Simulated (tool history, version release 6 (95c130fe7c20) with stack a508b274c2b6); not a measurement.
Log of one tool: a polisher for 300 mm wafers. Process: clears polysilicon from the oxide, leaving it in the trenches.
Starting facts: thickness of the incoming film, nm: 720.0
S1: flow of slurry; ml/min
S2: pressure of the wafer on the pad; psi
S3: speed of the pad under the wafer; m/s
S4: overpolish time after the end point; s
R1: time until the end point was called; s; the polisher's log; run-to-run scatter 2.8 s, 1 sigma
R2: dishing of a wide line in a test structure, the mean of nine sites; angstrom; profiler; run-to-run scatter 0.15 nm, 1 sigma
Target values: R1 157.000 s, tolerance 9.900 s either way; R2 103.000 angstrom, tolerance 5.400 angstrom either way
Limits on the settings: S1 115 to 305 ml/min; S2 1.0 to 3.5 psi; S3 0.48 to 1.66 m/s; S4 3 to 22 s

run	day	S1	S2	S3	S4	R1	R2
1	0.000	195	2.2	1.06	11	68.694	340.660
2	0.333	195	2.1	1.00	10	78.599	331.600
3	0.508	195	2.1	1.20	10	64.936	341.800
4	0.762	195	2.7	1.20	10	50.501	366.290
# day 0.896: worn pad replaced by a new one
5	0.896	195	2.7	0.98	10	57.784	348.060
6	1.150	195	3.0	0.98	10	54.039	360.710
7	1.229	190	2.8	0.92	9	60.340	333.660
8	1.575	180	2.6	0.88	8	69.786	315.280
9	1.729	175	2.5	0.84	7	72.186	293.810
10	1.921	170	2.3	0.80	7	86.841	284.140
11	2.075	165	2.2	0.76	7	93.474	268.230
12	2.342	160	2.1	0.74	7	101.280	252.310
13	2.438	155	2.0	0.72	7	109.800	250.890
14	2.550	150	1.9	0.70	7	119.470	242.270
15	2.838	145	1.8	0.68	7	130.620	222.250
16	3.008	115	1.2	0.72	3	175.780	90.081
17	3.162	120	1.2	0.72	3	182.110	88.639
18	3.183	115	1.5	0.74	9	153.340	242.560
19	3.246	115	1.4	0.76	9	155.710	236.520

Below are 5 possible settings for the next run. Only one of them brings all results inside the allowed miss of their targets. Which is it?
A	3.308	115	1.0	1.02	5	?	?
B	3.308	195	1.0	0.98	4	?	?
C	3.308	215	1.4	0.66	5	?	?
D	3.308	125	1.4	0.70	6	?	?
E	3.308	140	1.1	0.86	3	?	?

move	R1	R2
A	158.130	156.230
B	148.890	137.810
C	159.330	155.350
D	165.270	172.980
E	164.280	100.380
A: closes in on the targets versus the last run, not all within tolerance yet
B: closes in on the targets versus the last run, not all within tolerance yet
C: closes in on the targets versus the last run, not all within tolerance yet
D: closes in on the targets versus the last run, not all within tolerance yet
E: all results land within tolerance of their targets
E meets every target.
